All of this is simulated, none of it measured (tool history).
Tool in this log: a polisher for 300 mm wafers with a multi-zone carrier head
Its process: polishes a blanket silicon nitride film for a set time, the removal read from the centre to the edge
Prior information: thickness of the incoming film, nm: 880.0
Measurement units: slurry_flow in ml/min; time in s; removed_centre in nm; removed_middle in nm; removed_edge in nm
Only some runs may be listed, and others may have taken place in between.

Run 1, hour 0: slurry_flow 250 ml/min, centre_zone 1, middle_zone 1, edge_zone 1, time 39 s. Result: removed_centre 63.444 nm, removed_middle 63.857 nm, removed_edge 65.036 nm.
Run 2, hour 7.8: slurry_flow 250 ml/min, centre_zone 1, middle_zone 1, edge_zone 1, time 35 s. Result: removed_centre 55.804 nm, removed_middle 58.018 nm, removed_edge 57.803 nm.
Run 3, hour 13.7: slurry_flow 250 ml/min, centre_zone 1, middle_zone 1, edge_zone 1.03, time 35 s. Result: removed_centre 57.841 nm, removed_middle 57.312 nm, removed_edge 58.603 nm.
Run 4, hour 17.4: slurry_flow 215 ml/min, centre_zone 1, middle_zone 1, edge_zone 1.03, time 35 s. Result: removed_centre 56.822 nm, removed_middle 57.73 nm, removed_edge 58.486 nm.
Run 5, hour 23.7: slurry_flow 270 ml/min, centre_zone 1, middle_zone 1, edge_zone 1.03, time 35 s. Result: removed_centre 57.443 nm, removed_middle 58.626 nm, removed_edge 58.845 nm.
Run 6, hour 25: slurry_flow 270 ml/min, centre_zone 1, middle_zone 1.03, edge_zone 1.03, time 35 s. Result: removed_centre 56.777 nm, removed_middle 60.103 nm, removed_edge 59.737 nm.
Run 7, hour 31.7: slurry_flow 275 ml/min, centre_zone 1.06, middle_zone 1.08, edge_zone 1.02, time 38 s. Result: removed_centre 66.989 nm, removed_middle 67.892 nm, removed_edge 64.342 nm.

The next listed run, before its measurement:
Run 8, hour 39.8: slurry_flow 280 ml/min, centre_zone 1.07, middle_zone 1.11, edge_zone 1.04, time 40 s. Result: removed_centre ?, removed_middle ?, removed_edge ?.

Run 8 came out at removed_centre 70.247 nm, removed_middle 72.521 nm, removed_edge 67.428 nm.

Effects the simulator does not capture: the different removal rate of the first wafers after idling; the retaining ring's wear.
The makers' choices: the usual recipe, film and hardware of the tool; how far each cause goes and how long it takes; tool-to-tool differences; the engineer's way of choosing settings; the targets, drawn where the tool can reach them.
